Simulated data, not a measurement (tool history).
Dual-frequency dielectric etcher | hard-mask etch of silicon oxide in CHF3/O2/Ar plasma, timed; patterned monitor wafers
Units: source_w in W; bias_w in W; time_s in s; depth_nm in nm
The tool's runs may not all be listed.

run,hour,source_w,bias_w,time_s,depth_nm
1,0.0,740,158,32.5,70.403
2,1.3,690,158,32.5,68.754
3,2.6,690,147,32.5,68.267
4,6.9,630,147,32.5,66.024
5,13.0,630,164,32.5,68.052
6,13.6,520,164,32.5,64.234
7,17.3,520,164,32.5,64.086
8,25.6,570,170,32.5,66.493

The next listed run, before its measurement:
9,29.0,610,176,32.5,?

{"run 9": {"depth_nm": 68.907}}
